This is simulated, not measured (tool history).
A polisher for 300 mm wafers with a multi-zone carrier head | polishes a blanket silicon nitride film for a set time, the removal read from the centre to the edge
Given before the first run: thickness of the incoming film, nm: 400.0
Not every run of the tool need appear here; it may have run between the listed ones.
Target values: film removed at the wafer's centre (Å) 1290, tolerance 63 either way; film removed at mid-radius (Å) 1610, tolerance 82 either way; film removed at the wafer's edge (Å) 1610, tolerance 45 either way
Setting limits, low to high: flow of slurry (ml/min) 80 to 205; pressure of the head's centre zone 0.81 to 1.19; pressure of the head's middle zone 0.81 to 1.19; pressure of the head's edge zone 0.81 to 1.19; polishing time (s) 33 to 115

run	hour	flow of slurry (ml/min)	pressure of the head's centre zone	pressure of the head's middle zone	pressure of the head's edge zone	polishing time (s)	film removed at the wafer's centre (Å)	film removed at mid-radius (Å)	film removed at the wafer's edge (Å)
1	0	135	1	1	1	73	1684.8	1707.6	1680.8
2	1.2	125	0.95	1	1.01	73	1519.3	1662.5	1657.2
3	8	115	0.93	1.01	1.01	73	1465.8	1697.2	1634.6
4	11.8	145	0.93	1.01	1.01	73	1607.3	1782.2	1707.4
5	18.9	130	0.91	1	1.02	73	1494	1675.9	1684.4
6	27.8	120	0.9	1	1.02	73	1435.6	1673.5	1667.5
7	32.3	115	0.89	1	1.02	73	1373.1	1611.8	1655.2
8	35.1	110	0.89	1.01	1.02	73	1378.7	1627.4	1625.6

4 next moves are on the table. One of them brings every result within its allowed miss. Which?
A	37.9	130	1.06	1.01	1.07	67	?	?	?
B	37.9	100	0.92	0.92	0.93	75	?	?	?
C	37.9	115	0.87	1.06	1.1	69	?	?	?
D	37.9	125	0.94	1.04	1.07	69	?	?	?

move	film removed at the wafer's centre (Å)	film removed at mid-radius (Å)	film removed at the wafer's edge (Å)
A	1576.5	1604	1595.8
B	1404.4	1548.7	1588.1
C	1283.4	1665.6	1628.7
D	1422.9	1676.2	1631.6
A: misses by more than the last run did
B: misses by more than the last run did
C: all results land within tolerance of their targets
D: misses by more than the last run did
So the answer is move C, the one that meets all the targets.
